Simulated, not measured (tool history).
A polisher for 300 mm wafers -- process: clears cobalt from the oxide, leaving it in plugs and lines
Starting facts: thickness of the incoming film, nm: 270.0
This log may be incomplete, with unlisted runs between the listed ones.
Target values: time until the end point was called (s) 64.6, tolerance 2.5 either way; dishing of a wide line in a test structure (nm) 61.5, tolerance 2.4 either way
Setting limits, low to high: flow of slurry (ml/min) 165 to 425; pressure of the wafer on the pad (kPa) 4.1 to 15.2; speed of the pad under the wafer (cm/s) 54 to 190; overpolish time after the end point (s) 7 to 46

run,hour,flow of slurry (ml/min),pressure of the wafer on the pad (kPa),speed of the pad under the wafer (cm/s),overpolish time after the end point (s),time until the end point was called (s),dishing of a wide line in a test structure (nm)
1,0,275,9.7,122,24,54.711,61.172
2,7.7,275,9.7,110,24,60.75,57.293
3,10.7,210,9.7,110,24,62.304,56.722
4,12.6,210,9.7,110,27,61.942,61.083
5,17.2,210,9.7,110,28,62.789,62.49
6,18.9,210,9.7,88,28,77.429,54.355
7,21.9,210,10.3,88,29,73.013,57.52
8,27.4,210,11,88,29,68.684,59.957

4 candidate next runs follow, results not yet known. Just one meets every target within its allowed miss. Identify it.
A,32.9,165,7.6,122,29,?,?
B,32.9,185,10.3,90,31,?,?
C,32.9,240,11,76,35,?,?
D,32.9,235,9.7,104,29,?,?

move,time until the end point was called (s),dishing of a wide line in a test structure (nm)
A,69.929,58.633
B,71.316,60.194
C,76.815,61.802
D,63.84,61.575
A: the biggest miss grows against the last run
B: the biggest miss grows against the last run
C: the biggest miss grows against the last run
D: every result within its allowed miss
The right move is D.
